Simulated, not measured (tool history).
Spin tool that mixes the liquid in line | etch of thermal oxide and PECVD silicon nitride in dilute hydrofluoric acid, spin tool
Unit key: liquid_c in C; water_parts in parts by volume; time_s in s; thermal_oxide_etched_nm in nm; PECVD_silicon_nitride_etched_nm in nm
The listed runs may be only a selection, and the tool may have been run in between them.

run	hour	liquid_c	water_parts	time_s	thermal_oxide_etched_nm	PECVD_silicon_nitride_etched_nm
1	0.0	21.0	140	180	4.7485	1.7536
2	8.7	21.0	105	180	6.6253	2.3268
3	9.5	21.0	105	130	4.7490	1.6654
4	17.7	21.0	85	130	5.9535	2.0362
5	20.3	22.5	85	130	6.4076	2.2765
6	21.2	22.5	95	130	5.5749	2.0140
7	23.4	22.5	100	130	5.3550	1.9426
8	29.6	22.5	105	130	5.0098	1.8273

Forecast run 9:
9	32.4	23.0	110	130	?	?

{"run 9": {"thermal_oxide_etched_nm": 4.8384, "PECVD_silicon_nitride_etched_nm": 1.8129}}
